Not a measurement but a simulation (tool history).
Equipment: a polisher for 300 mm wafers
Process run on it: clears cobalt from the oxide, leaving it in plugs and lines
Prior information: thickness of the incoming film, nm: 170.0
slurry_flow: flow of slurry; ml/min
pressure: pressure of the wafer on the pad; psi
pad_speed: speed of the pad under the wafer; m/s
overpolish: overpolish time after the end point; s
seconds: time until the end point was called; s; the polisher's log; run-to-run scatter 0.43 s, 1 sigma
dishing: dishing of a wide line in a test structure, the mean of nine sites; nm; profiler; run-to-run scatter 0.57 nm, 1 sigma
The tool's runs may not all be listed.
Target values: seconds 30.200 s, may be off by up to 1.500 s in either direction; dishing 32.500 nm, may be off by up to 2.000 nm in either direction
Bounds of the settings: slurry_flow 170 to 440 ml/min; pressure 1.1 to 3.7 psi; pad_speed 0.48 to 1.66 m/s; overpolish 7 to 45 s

run  hour  slurry_flow  pressure  pad_speed  overpolish  seconds  dishing
  1   0.0          280       2.4       1.06          23   30.076   46.513
  2   2.4          280       2.4       1.06          21   29.980   45.584
  3   5.4          280       2.4       1.06          19   30.001   45.406
  4   8.0          280       2.4       1.06          17   30.147   44.049
  5   8.6          280       2.4       0.86          17   37.317   41.331
  6  17.6          280       2.4       0.86          10   37.777   31.404
  7  21.6          280       2.5       0.86          10   35.134   31.907
  8  24.1          280       2.7       0.86          10   33.960   33.322
  9  31.1          285       2.5       1.06           7   29.427   27.967

Next run, 5 choices. One meets every target within its allowed miss, the rest don't. Which?
  A  38.1          325       2.7       0.92          11        ?        ?
  B  38.1          255       2.1       1.20           9        ?        ?
  C  38.1          280       2.9       0.98           8        ?        ?
  D  38.1          270       2.6       1.00           7        ?        ?
  E  38.1          325       2.2       1.26          10        ?        ?

move  seconds  dishing
   A   31.716   35.166
   B   30.907   32.005
   C   28.339   31.428
   D   30.639   27.611
   E   27.843   35.756
A: moves the result that the last run missed by most past its target, out the other side
B: every result within its allowed miss
C: brings the result that was furthest off to its target, and leaves another outside
D: moves away from the targets compared with the last run
E: moves the result that the last run missed by most past its target, out the other side
Answer: B
